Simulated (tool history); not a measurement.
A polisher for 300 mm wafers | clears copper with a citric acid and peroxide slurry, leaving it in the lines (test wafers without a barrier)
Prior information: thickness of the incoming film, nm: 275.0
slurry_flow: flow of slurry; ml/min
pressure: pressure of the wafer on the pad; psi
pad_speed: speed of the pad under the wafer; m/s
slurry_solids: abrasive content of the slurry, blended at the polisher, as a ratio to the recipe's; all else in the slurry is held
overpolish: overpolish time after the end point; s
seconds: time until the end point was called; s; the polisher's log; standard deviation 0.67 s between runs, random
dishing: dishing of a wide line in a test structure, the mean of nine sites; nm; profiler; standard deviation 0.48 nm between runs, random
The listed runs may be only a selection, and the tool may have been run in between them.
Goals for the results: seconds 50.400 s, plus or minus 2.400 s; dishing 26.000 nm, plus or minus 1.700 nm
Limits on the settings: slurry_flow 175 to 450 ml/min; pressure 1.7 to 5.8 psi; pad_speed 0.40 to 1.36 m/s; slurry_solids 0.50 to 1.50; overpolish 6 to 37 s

run    day  slurry_flow  pressure  pad_speed  slurry_solids  overpolish  seconds  dishing
  1  0.000          290       3.7       0.88           1.00          19  105.370   37.083
  2  0.225          290       4.2       0.94           1.00          15   89.942   34.622
  3  0.342          290       3.6       0.94           1.00          15  104.370   31.311
  4  0.396          290       3.6       0.94           1.15          15   98.397   31.506
  5  0.475          290       3.6       0.76           1.15          15  121.540   26.547
  6  0.558          290       3.6       0.58           1.15          15  153.130   21.325
  7  0.767          370       4.6       0.82           1.40           6   86.594   15.595
  8  1.062          360       5.0       0.90           1.35           6   72.602   18.000
  9  1.200          355       5.2       0.96           1.30           6   67.382   19.655

4 next moves are on the table. One of them brings every result within its allowed miss. Which?
  A  1.338          345       5.6       1.12           1.30           6        ?        ?
  B  1.338          360       4.3       0.74           1.30           8        ?        ?
  C  1.338          285       5.8       1.16           1.50           6        ?        ?
  D  1.338          335       5.8       1.06           1.35           8        ?        ?

move  seconds  dishing
   A   53.051   22.908
   B   98.022   16.732
   C   48.972   24.719
   D   53.752   29.659
A: nearer than the last run, and not there yet
B: moves away from the targets compared with the last run
C: hits every target within its allowed miss
D: nearer than the last run, and not there yet
C meets every target.
